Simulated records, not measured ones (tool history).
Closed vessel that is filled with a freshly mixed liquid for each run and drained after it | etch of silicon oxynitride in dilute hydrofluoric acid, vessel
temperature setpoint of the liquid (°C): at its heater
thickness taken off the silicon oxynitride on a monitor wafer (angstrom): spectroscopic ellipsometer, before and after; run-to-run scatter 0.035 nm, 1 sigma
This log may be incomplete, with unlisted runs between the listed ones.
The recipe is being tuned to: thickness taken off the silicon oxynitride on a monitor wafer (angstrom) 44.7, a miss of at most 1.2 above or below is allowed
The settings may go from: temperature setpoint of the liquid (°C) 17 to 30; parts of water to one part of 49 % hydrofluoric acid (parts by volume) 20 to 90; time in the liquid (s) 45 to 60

run,day,temperature setpoint of the liquid (°C),parts of water to one part of 49 % hydrofluoric acid (parts by volume),time in the liquid (s),thickness taken off the silicon oxynitride on a monitor wafer (angstrom)
1,0,22,50,60,19.894
2,0.296,23.5,45,60,24.034
3,0.371,26,45,60,26.948
4,0.6,26,45,45,20.198
5,0.767,26.5,40,50,26.284
6,0.925,27.5,40,50,27.087
7,1.012,28,35,50,32.033
8,1.088,30,25,50,50.156
9,1.258,29.5,25,50,48.435
10,1.392,29,25,50,47.86
11,1.696,28.5,25,50,46.239

Of the 5 settings listed for the next run, only one would bring every result within its allowed miss of target. Which one?
A,2,27.5,30,60,?
B,2,26.5,20,45,?
C,2,29.5,25,50,?
D,2,29,25,50,?
E,2,29,25,45,?

move,thickness taken off the silicon oxynitride on a monitor wafer (angstrom)
A,44.595
B,48.08
C,49.272
D,48.107
E,43.297
A: in spec on every target
B: the biggest miss grows against the last run
C: the biggest miss grows against the last run
D: the biggest miss grows against the last run
E: moves the result that the last run missed by most past its target, out the other side
A meets every target.

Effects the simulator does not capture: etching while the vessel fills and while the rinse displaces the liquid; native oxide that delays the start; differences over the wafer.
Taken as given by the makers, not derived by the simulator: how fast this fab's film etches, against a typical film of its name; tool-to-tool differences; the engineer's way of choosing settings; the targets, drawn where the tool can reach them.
